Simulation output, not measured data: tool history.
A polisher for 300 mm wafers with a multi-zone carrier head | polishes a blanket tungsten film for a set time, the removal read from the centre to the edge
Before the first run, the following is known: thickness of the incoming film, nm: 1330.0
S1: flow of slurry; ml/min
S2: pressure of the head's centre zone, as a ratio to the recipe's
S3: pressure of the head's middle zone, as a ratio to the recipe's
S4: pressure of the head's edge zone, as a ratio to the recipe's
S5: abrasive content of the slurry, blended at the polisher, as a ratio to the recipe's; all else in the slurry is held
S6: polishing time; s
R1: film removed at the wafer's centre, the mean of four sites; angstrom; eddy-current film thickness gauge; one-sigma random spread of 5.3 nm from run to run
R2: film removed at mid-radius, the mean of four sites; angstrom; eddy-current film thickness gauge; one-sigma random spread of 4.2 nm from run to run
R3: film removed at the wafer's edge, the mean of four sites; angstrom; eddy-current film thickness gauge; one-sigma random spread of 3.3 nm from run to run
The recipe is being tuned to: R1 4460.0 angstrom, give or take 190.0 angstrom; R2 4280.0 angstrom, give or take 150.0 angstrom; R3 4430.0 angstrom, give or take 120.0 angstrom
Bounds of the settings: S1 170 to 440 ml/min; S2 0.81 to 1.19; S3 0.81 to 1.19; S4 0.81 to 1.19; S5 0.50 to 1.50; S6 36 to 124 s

Run 1, day 0.000: S1 280 ml/min, S2 1.00, S3 1.00, S4 1.00, S5 1.00, S6 79 s. Result: R1 3972.8 angstrom, R2 3990.8 angstrom, R3 3807.8 angstrom.
Run 2, day 0.333: S1 280 ml/min, S2 1.00, S3 1.00, S4 1.04, S5 1.00, S6 79 s. Result: R1 3901.2 angstrom, R2 3915.9 angstrom, R3 3897.0 angstrom.
Run 3, day 0.500: S1 280 ml/min, S2 1.00, S3 1.00, S4 1.04, S5 1.15, S6 79 s. Result: R1 3990.5 angstrom, R2 4011.5 angstrom, R3 4004.2 angstrom.
Run 4, day 0.800: S1 280 ml/min, S2 1.05, S3 1.00, S4 1.04, S5 1.15, S6 79 s. Result: R1 4161.7 angstrom, R2 3954.1 angstrom, R3 3970.3 angstrom.
Run 5, day 1.125: S1 290 ml/min, S2 1.05, S3 1.01, S4 1.06, S5 1.20, S6 79 s. Result: R1 4306.0 angstrom, R2 4047.9 angstrom, R3 4046.7 angstrom.
Run 6, day 1.158: S1 320 ml/min, S2 1.05, S3 1.01, S4 1.06, S5 1.20, S6 79 s. Result: R1 4347.5 angstrom, R2 4181.5 angstrom, R3 4029.3 angstrom.
Run 7, day 1.296: S1 315 ml/min, S2 1.05, S3 1.01, S4 1.08, S5 1.25, S6 79 s. Result: R1 4286.0 angstrom, R2 4109.0 angstrom, R3 4105.7 angstrom.
Run 8, day 1.333: S1 315 ml/min, S2 1.05, S3 1.01, S4 1.09, S5 1.30, S6 79 s. Result: R1 4468.3 angstrom, R2 4098.9 angstrom, R3 4191.6 angstrom.
Run 9, day 1.508: S1 340 ml/min, S2 1.00, S3 1.05, S4 1.16, S5 1.35, S6 80 s. Result: R1 4281.0 angstrom, R2 4391.2 angstrom, R3 4436.4 angstrom.

4 candidate next runs follow, results not yet known. Just one meets every target within its allowed miss. Identify it.
Run A, day 1.683: S1 300 ml/min, S2 1.05, S3 1.02, S4 1.16, S5 1.40, S6 80 s. Result: R1 ?, R2 ?, R3 ?.
Run B, day 1.683: S1 325 ml/min, S2 0.97, S3 0.99, S4 1.19, S5 1.35, S6 79 s. Result: R1 ?, R2 ?, R3 ?.
Run C, day 1.683: S1 320 ml/min, S2 0.99, S3 1.03, S4 1.19, S5 1.35, S6 79 s. Result: R1 ?, R2 ?, R3 ?.
Run D, day 1.683: S1 360 ml/min, S2 1.01, S3 1.07, S4 1.13, S5 1.35, S6 81 s. Result: R1 ?, R2 ?, R3 ?.

move      R1      R2      R3
   A  4432.8  4268.6  4370.5
   B  4047.2  4115.5  4367.0
   C  4126.6  4249.7  4360.4
   D  4363.4  4543.1  4392.8
A: hits every target within its allowed miss
B: the biggest miss grows against the last run
C: the biggest miss grows against the last run
D: puts the biggest miss on target and leaves a different result outside tolerance
Correct choice: A, which meets every target
